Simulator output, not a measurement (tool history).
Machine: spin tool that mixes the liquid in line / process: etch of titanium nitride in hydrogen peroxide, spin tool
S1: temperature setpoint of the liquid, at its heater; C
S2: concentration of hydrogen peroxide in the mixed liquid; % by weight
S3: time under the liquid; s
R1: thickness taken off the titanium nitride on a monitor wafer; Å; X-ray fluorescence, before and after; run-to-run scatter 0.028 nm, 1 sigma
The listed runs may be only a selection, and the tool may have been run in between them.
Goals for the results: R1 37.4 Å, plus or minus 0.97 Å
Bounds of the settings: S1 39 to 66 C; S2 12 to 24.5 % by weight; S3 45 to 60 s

run,day,S1,S2,S3,R1
1,0,55,16.5,60,65.409
2,0.112,55,16.5,60,64.659
3,0.392,60,16.5,60,91.096
4,0.742,57,16.5,60,74.304
5,0.85,54.5,16.5,60,63.252
6,1.067,54.5,14.5,60,61.072
7,1.167,46.5,14.5,60,33.903
8,1.362,47,14.5,60,36.148
9,1.588,47,14.5,60,35.954

Below are 4 possible settings for the next run. Only one of them brings all results inside the allowed miss of their targets. Which is it?
A,1.812,46.5,14.5,60,?
B,1.812,47,13.5,60,?
C,1.812,46.5,13.5,60,?
D,1.812,49,14,55,?

move,R1
A,34.455
B,35.199
C,33.942
D,37.559
A: its largest miss is bigger than the last run's
B: its largest miss is bigger than the last run's
C: its largest miss is bigger than the last run's
D: hits every target within its allowed miss
D is the move that brings every result within its allowed miss.
